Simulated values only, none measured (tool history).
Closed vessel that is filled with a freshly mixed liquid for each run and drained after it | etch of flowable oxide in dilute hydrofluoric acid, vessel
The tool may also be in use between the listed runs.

run  hour  temperature setpoint of the liquid (C)  parts of water to one part of 49 % hydrofluoric acid (parts by volume)  time in the liquid (s)  thickness taken off the flowable oxide on a monitor wafer (angstrom)
  1   0.0                                    23.0                                                                      75                      95                                                                692.41
  2   4.6                                    23.0                                                                      65                      95                                                                812.42
  3  12.2                                    23.0                                                                      65                      95                                                                808.79
  4  14.2                                    25.0                                                                      55                      95                                                               1058.80
  5  15.6                                    26.5                                                                      50                      95                                                               1255.20
  6  23.9                                    24.5                                                                      50                      95                                                               1135.20
  7  31.5                                    26.5                                                                      50                      95                                                               1247.00
  8  32.7                                    28.0                                                                      50                      95                                                               1312.00

Forecast run 9:
  9  39.6                                    29.0                                                                      45                      95                                                                     ?

{"run 9": {"thickness taken off the flowable oxide on a monitor wafer (angstrom)": 1529.0}}
